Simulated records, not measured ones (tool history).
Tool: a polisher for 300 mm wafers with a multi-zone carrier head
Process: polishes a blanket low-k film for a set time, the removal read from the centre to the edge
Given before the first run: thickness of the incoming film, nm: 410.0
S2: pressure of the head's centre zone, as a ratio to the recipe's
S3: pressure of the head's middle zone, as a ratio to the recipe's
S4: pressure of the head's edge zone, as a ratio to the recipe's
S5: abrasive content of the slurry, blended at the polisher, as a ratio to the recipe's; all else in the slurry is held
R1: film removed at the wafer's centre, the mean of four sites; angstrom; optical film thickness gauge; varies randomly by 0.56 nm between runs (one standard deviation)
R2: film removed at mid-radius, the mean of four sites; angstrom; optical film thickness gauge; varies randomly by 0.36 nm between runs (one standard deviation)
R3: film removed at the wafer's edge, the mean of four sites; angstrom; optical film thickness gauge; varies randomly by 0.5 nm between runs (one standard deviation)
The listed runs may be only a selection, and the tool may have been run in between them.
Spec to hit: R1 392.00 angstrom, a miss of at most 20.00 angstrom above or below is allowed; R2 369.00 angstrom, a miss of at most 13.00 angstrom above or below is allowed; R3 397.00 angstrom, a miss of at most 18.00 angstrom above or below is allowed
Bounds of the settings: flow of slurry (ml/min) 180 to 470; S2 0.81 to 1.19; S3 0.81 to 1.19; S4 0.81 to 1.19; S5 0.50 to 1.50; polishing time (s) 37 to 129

run 1 hour=0.0 | flow_of_slurry_(ml/min)=300 S2=1.00 S3=1.00 S4=1.00 S5=1.00 polishing_time_(s)=83 | R1=299.48 R2=302.60 R3=294.61
run 2 hour=2.1 | flow_of_slurry_(ml/min)=300 S2=1.01 S3=0.99 S4=1.04 S5=1.15 polishing_time_(s)=84 | R1=311.95 R2=320.59 R3=321.10
run 3 hour=6.1 | flow_of_slurry_(ml/min)=300 S2=1.01 S3=1.05 S4=1.04 S5=1.15 polishing_time_(s)=84 | R1=310.16 R2=334.31 R3=322.17
run 4 hour=10.0 | flow_of_slurry_(ml/min)=300 S2=1.05 S3=1.03 S4=1.07 S5=1.25 polishing_time_(s)=85 | R1=337.88 R2=348.20 R3=341.53
run 5 hour=13.8 | flow_of_slurry_(ml/min)=300 S2=1.05 S3=1.03 S4=1.03 S5=1.25 polishing_time_(s)=85 | R1=342.17 R2=343.96 R3=332.82
run 6 hour=20.4 | flow_of_slurry_(ml/min)=300 S2=1.05 S3=1.03 S4=1.03 S5=1.25 polishing_time_(s)=104 | R1=404.54 R2=415.94 R3=402.97
run 7 hour=22.2 | flow_of_slurry_(ml/min)=295 S2=1.05 S3=0.99 S4=1.04 S5=1.25 polishing_time_(s)=104 | R1=418.38 R2=413.58 R3=407.54
run 8 hour=29.7 | flow_of_slurry_(ml/min)=295 S2=1.04 S3=0.96 S4=1.05 S5=1.20 polishing_time_(s)=104 | R1=398.31 R2=396.51 R3=396.44
run 9 hour=36.1 | flow_of_slurry_(ml/min)=295 S2=1.04 S3=0.93 S4=1.07 S5=1.20 polishing_time_(s)=104 | R1=413.54 R2=390.89 R3=416.01

4 candidate next runs follow, results not yet known. Just one meets every target within its allowed miss. Identify it.
run A hour=42.5 | flow_of_slurry_(ml/min)=280 S2=0.95 S3=0.94 S4=1.11 S5=1.35 polishing_time_(s)=88 | R1=? R2=? R3=?
run B hour=42.5 | flow_of_slurry_(ml/min)=285 S2=0.81 S3=0.99 S4=1.16 S5=1.35 polishing_time_(s)=99 | R1=? R2=? R3=?
run C hour=42.5 | flow_of_slurry_(ml/min)=255 S2=0.83 S3=1.03 S4=1.04 S5=1.45 polishing_time_(s)=96 | R1=? R2=? R3=?
run D hour=42.5 | flow_of_slurry_(ml/min)=245 S2=1.09 S3=0.96 S4=1.14 S5=1.05 polishing_time_(s)=104 | R1=? R2=? R3=?

move=A R1=336.13 R2=341.31 R3=362.29
move=B R1=342.70 R2=397.18 R3=417.34
move=C R1=340.80 R2=399.24 R3=388.48
move=D R1=389.00 R2=365.45 R3=390.02
A: carries the result that was furthest off beyond its target, to the other side
B: misses by more than the last run did
C: misses by more than the last run did
D: every result lands within tolerance
D is the move that brings every result within its allowed miss.
